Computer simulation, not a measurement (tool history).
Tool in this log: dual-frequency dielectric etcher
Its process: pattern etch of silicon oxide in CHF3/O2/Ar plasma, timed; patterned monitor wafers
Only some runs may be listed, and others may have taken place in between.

run	hour	source power (kW)	bias power (kW)	etch time (s)	mean etch depth across the wafer (Å)
1	0.0	0.780	0.166	228.5	4670.3
2	3.0	0.780	0.140	228.5	4316.3
3	10.4	0.670	0.140	228.5	4011.0
4	14.8	0.730	0.142	228.5	4257.3
5	15.5	0.780	0.144	228.5	4306.3
6	23.8	0.840	0.144	228.5	4528.0

Run 7 comes next. What will it give?
7	26.3	0.870	0.145	228.5	?

mean etch depth across the wafer (Å): 4671.4
